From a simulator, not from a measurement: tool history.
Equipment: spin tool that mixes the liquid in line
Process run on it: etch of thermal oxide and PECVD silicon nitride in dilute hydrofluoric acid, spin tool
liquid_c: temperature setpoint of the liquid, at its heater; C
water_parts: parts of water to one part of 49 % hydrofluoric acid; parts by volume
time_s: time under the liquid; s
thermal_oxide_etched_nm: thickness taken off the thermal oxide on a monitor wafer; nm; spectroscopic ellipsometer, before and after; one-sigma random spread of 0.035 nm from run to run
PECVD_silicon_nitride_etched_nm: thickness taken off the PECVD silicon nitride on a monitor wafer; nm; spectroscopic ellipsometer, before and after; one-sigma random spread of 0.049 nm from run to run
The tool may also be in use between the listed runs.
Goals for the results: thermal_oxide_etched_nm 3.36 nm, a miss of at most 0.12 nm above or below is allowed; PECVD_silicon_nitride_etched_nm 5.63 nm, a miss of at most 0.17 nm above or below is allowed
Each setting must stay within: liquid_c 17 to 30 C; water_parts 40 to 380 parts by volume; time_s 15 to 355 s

run,day,liquid_c,water_parts,time_s,thermal_oxide_etched_nm,PECVD_silicon_nitride_etched_nm
1,0,22,210,180,3.1676,4.7665
2,0.083,22.5,215,180,3.0696,4.7831
3,0.142,22.5,215,150,2.6111,4.0385
4,0.254,22.5,215,95,1.6527,2.5253
5,0.408,24,215,95,1.7577,2.8239
6,0.662,24,145,95,2.8129,4.1232
7,0.817,25,145,95,2.8595,4.4657
8,1.117,27.5,120,90,3.7147,5.896
9,1.45,27.5,125,90,3.5539,5.6629
10,1.542,27.5,130,90,3.4309,5.4016
11,1.908,28,135,90,3.371,5.4327

Exercise: of the 5 proposed moves below, exactly one satisfies all targets within the stated allowed misses. Which move is it?
A,2.275,26.5,195,150,?,?
B,2.275,24,185,155,?,?
C,2.275,24,145,115,?,?
D,2.275,26,130,95,?,?
E,2.275,30,170,110,?,?

move,thermal_oxide_etched_nm,PECVD_silicon_nitride_etched_nm
A,3.4574,5.6016
B,3.4798,5.2252
C,3.4498,4.9403
D,3.4912,5.1681
E,3.3936,5.8374
A: each result inside its tolerance
B: further off than the last run
C: further off than the last run
D: further off than the last run
E: carries the result that was furthest off beyond its target, to the other side
A meets every target.
